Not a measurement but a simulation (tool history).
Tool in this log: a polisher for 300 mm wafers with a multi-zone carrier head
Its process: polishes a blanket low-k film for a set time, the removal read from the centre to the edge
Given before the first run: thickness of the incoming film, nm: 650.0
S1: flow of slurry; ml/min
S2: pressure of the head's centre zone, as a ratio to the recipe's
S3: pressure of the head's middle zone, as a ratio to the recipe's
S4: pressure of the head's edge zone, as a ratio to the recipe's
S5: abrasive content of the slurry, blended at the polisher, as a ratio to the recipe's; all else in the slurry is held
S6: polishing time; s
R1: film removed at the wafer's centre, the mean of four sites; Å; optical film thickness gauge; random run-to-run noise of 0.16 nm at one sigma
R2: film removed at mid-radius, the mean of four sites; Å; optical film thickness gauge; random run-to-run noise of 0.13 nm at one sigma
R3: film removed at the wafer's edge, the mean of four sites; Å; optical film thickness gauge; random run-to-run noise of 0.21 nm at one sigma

Run 1, day 0: S1 135 ml/min, S2 1, S3 1, S4 1, S5 1, S6 52 s. Result: R1 294.06 Å, R2 289.39 Å, R3 285.98 Å.
Run 2, day 0.317: S1 125 ml/min, S2 0.97, S3 0.96, S4 0.97, S5 0.9, S6 52 s. Result: R1 264.93 Å, R2 255.25 Å, R3 263.76 Å.
Run 3, day 0.6: S1 125 ml/min, S2 0.97, S3 1.02, S4 0.97, S5 0.9, S6 52 s. Result: R1 264.03 Å, R2 271.22 Å, R3 272.22 Å.
Run 4, day 0.642: S1 130 ml/min, S2 0.94, S3 0.99, S4 0.93, S5 0.85, S6 51 s. Result: R1 246.69 Å, R2 254.81 Å, R3 248.98 Å.
At day 0.908: worn pad replaced by a new one.
Run 5, day 0.908: S1 120 ml/min, S2 0.91, S3 0.95, S4 0.9, S5 0.85, S6 51 s. Result: R1 272.66 Å, R2 278.17 Å, R3 285.94 Å.
Run 6, day 0.992: S1 115 ml/min, S2 0.95, S3 0.98, S4 0.97, S5 0.85, S6 51 s. Result: R1 283.35 Å, R2 285.51 Å, R3 286.98 Å.
Run 7, day 1.333: S1 135 ml/min, S2 0.93, S3 0.95, S4 0.95, S5 0.85, S6 51 s. Result: R1 283.75 Å, R2 287.19 Å, R3 295.6 Å.
Run 8, day 1.404: S1 100 ml/min, S2 0.89, S3 0.85, S4 0.85, S5 0.6, S6 46 s. Result: R1 175.66 Å, R2 172.67 Å, R3 189.52 Å.
Run 9, day 1.592: S1 110 ml/min, S2 0.89, S3 0.85, S4 0.85, S5 0.6, S6 46 s. Result: R1 185.78 Å, R2 176.28 Å, R3 195.74 Å.
Run 10, day 1.867: S1 115 ml/min, S2 0.88, S3 0.86, S4 0.85, S5 0.6, S6 46 s. Result: R1 184.34 Å, R2 182.23 Å, R3 198.8 Å.
Run 11, day 2.233: S1 120 ml/min, S2 0.88, S3 0.86, S4 0.85, S5 0.6, S6 46 s. Result: R1 186.93 Å, R2 186.21 Å, R3 195.73 Å.

Run 12 has not been measured yet. What should we expect?
Run 12, day 2.346: S1 125 ml/min, S2 0.88, S3 0.86, S4 0.87, S5 0.6, S6 46 s. Result: R1 ?, R2 ?, R3 ?.

Run 12 gave R1 188.79 Å, R2 185.46 Å, R3 202.05 Å.
